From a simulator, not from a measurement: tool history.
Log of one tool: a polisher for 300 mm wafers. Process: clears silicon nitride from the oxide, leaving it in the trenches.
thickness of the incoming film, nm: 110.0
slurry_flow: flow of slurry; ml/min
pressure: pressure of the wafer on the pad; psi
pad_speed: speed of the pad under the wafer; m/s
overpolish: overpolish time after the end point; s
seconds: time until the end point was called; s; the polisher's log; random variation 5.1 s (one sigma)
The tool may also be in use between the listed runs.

| run | hour | slurry_flow | pressure | pad_speed | overpolish | seconds |
|---|---|---|---|---|---|---|
| 1 | 0 | 310 | 2.5 | 1 | 32 | 118.61 |
| 2 | 7.2 | 280 | 2.2 | 0.86 | 32 | 152.98 |
| 3 | 9 | 260 | 1.9 | 0.76 | 32 | 204.59 |
| 4 | 14.1 | 260 | 1.9 | 0.76 | 32 | 202.44 |
| 5 | 21 | 260 | 1.9 | 0.52 | 32 | 289.31 |
| 6 | 25.7 | 260 | 1.5 | 0.52 | 32 | 367.73 |
| 7 | 27.2 | 260 | 1.5 | 0.52 | 32 | 372.07 |
| 8 | 31.3 | 265 | 1.4 | 0.52 | 32 | 383.23 |

Forecast run 9:
| 9 | 33.9 | 265 | 1.4 | 0.52 | 32 | ? |

Run 9 gave seconds 390.89 s.

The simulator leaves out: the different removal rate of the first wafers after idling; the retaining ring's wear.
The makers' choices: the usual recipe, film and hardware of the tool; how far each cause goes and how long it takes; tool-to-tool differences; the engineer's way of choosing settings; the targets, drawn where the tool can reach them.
